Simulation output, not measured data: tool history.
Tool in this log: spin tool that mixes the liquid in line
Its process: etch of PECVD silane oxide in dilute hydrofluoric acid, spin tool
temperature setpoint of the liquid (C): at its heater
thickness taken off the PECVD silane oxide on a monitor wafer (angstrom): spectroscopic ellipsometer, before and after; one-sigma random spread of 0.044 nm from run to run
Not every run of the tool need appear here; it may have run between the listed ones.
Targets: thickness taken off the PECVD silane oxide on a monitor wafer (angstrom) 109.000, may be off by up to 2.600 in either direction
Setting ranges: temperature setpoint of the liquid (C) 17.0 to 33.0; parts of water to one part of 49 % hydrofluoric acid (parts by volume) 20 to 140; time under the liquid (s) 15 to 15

run	hour	temperature setpoint of the liquid (C)	parts of water to one part of 49 % hydrofluoric acid (parts by volume)	time under the liquid (s)	thickness taken off the PECVD silane oxide on a monitor wafer (angstrom)
1	0.0	25.0	75	15	41.265
2	7.8	26.5	65	15	51.259
3	12.4	26.5	85	15	38.149
4	20.8	26.5	75	15	43.695
5	22.4	26.5	65	15	50.948
6	23.0	26.5	65	15	51.265
7	25.1	27.5	60	15	58.148
8	33.8	28.5	55	15	66.195
9	34.4	29.5	50	15	76.163
10	35.0	30.0	50	15	77.593
11	36.0	30.5	50	15	79.874
12	41.1	31.0	50	15	81.145
13	45.8	33.0	30	15	150.650
14	47.2	32.0	30	15	145.830
15	48.7	30.5	30	15	136.560
16	55.6	30.5	30	15	136.460
17	58.5	29.0	30	15	128.760
18	62.7	28.0	30	15	123.360
19	69.7	27.5	30	15	120.880
20	78.4	27.0	30	15	118.130

Which of these 5 next moves meets every target?
A	87.1	27.5	35	15	?
B	87.1	25.0	30	15	?
C	87.1	27.0	35	15	?
D	87.1	24.0	30	15	?
E	87.1	19.5	20	15	?

move	thickness taken off the PECVD silane oxide on a monitor wafer (angstrom)
A	102.940
B	109.160
C	100.870
D	104.700
E	131.240
A: carries the result that was furthest off beyond its target, to the other side
B: every result lands within tolerance
C: carries the result that was furthest off beyond its target, to the other side
D: carries the result that was furthest off beyond its target, to the other side
E: further off than the last run
So the answer is move B, the one that meets all the targets.
